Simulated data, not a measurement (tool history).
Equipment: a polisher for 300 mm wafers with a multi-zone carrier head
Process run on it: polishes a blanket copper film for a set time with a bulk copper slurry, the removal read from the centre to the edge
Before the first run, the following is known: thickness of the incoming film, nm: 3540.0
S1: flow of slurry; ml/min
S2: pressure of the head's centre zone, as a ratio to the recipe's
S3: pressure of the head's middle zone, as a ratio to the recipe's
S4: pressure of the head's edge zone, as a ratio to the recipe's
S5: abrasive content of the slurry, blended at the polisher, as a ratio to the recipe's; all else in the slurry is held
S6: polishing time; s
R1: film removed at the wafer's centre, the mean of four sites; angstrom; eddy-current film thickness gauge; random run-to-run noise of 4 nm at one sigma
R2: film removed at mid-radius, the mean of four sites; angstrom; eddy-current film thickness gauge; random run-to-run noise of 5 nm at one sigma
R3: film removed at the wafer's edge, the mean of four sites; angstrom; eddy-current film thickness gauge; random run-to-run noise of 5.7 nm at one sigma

run  hour   S1    S2    S3    S4    S5  S6      R1      R2      R3
  1   0.0  250  1.00  1.00  1.00  1.00  61  5062.6  5358.6  5116.8
  2   3.5  245  0.98  0.99  0.99  0.95  61  4947.7  5270.9  5069.3
  3  12.1  240  0.96  0.98  0.99  0.90  61  4868.4  5246.9  5067.9
  4  20.5  190  0.96  0.98  0.99  0.90  61  4720.8  4928.9  5014.8
  5  28.0  240  0.96  0.98  0.99  0.90  61  4879.0  5143.5  5111.4
  6  33.9  240  0.96  0.98  0.99  0.90  53  4249.6  4526.0  4369.5

Expected results for the next run?
  7  36.0  240  0.95  0.98  1.00  0.95  53   ?   ?   ?

Run 7 measured R1 4246.4 angstrom, R2 4537.5 angstrom, R3 4389.8 angstrom.

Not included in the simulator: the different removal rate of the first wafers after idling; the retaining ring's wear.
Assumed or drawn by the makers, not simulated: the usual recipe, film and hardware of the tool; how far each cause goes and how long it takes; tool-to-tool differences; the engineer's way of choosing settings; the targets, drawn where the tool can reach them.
